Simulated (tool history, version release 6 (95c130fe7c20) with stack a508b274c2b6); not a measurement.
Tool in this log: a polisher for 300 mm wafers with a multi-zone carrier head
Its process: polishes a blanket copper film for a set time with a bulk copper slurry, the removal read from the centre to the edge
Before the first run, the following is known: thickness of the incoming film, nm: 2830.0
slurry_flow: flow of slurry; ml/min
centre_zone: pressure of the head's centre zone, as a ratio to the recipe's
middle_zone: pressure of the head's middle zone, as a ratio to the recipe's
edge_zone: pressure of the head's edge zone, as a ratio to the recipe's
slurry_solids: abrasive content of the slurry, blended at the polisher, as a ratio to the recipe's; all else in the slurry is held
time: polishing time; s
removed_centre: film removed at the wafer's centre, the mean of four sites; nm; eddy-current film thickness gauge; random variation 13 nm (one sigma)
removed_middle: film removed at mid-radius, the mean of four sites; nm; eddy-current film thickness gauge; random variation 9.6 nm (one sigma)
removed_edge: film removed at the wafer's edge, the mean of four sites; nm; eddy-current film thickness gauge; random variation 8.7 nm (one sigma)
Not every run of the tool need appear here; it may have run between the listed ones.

| run | hour | slurry_flow | centre_zone | middle_zone | edge_zone | slurry_solids | time | removed_centre | removed_middle | removed_edge |
|---|---|---|---|---|---|---|---|---|---|---|
| 1 | 0.0 | 230 | 1.00 | 1.00 | 1.00 | 1.00 | 66 | 739.19 | 756.82 | 767.39 |
| 2 | 4.7 | 235 | 1.02 | 1.01 | 1.03 | 1.10 | 67 | 814.30 | 779.91 | 809.63 |
| 3 | 11.2 | 235 | 1.02 | 1.01 | 1.11 | 1.10 | 67 | 799.86 | 788.24 | 832.25 |
| 4 | 16.6 | 180 | 1.02 | 1.01 | 1.11 | 1.10 | 67 | 783.54 | 766.26 | 834.70 |
| 5 | 20.2 | 235 | 1.02 | 1.01 | 1.11 | 1.10 | 67 | 796.87 | 786.69 | 839.85 |
| 6 | 26.6 | 235 | 1.02 | 1.01 | 1.17 | 1.10 | 67 | 812.84 | 783.46 | 855.07 |
| 7 | 33.3 | 235 | 1.03 | 1.03 | 1.16 | 1.20 | 68 | 833.79 | 835.06 | 880.70 |
| 8 | 35.0 | 235 | 1.04 | 1.03 | 1.16 | 1.25 | 69 | 876.27 | 851.63 | 902.08 |
| 9 | 40.0 | 235 | 1.04 | 1.04 | 1.16 | 1.30 | 70 | 901.59 | 875.48 | 915.26 |
| 10 | 43.8 | 235 | 1.04 | 1.05 | 1.16 | 1.35 | 71 | 924.71 | 908.85 | 934.61 |
| 11 | 48.5 | 235 | 1.04 | 1.05 | 1.17 | 1.40 | 71 | 938.10 | 933.47 | 975.91 |
| 12 | 54.3 | 235 | 1.04 | 1.05 | 1.17 | 1.40 | 71 | 922.70 | 924.34 | 961.07 |
| 13 | 56.3 | 240 | 1.05 | 1.05 | 1.17 | 1.40 | 71 | 933.86 | 900.77 | 964.45 |

Run 14 has not been measured yet. What should we expect?
| 14 | 58.6 | 240 | 1.06 | 1.06 | 1.17 | 1.40 | 71 | ? | ? | ? |

{"run 14": {"removed_centre": 930.04, "removed_middle": 923.9, "removed_edge": 968.63}}
